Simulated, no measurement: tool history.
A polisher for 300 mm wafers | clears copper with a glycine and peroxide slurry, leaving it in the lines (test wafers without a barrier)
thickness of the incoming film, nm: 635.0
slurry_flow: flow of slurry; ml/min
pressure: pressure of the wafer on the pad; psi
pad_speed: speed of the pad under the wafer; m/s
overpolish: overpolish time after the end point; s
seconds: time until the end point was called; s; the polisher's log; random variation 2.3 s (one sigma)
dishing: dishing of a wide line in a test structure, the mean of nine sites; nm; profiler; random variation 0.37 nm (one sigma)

run	hour	slurry_flow	pressure	pad_speed	overpolish	seconds	dishing
1	0.0	145	3.1	1.16	15	92.201	67.066
2	3.3	145	3.1	1.30	15	85.980	69.035
3	11.6	130	2.6	1.16	12	109.430	48.532
4	14.9	120	2.3	1.08	10	127.500	38.655
5	23.2	105	2.3	1.08	10	134.410	38.159
6	26.5	105	2.3	1.08	16	130.110	54.545
7	32.0	130	2.1	0.96	13	146.260	42.745

Forecast run 8:
8	36.5	120	1.9	0.96	11	?	?

{"run 8": {"seconds": 155.92, "dishing": 35.673}}
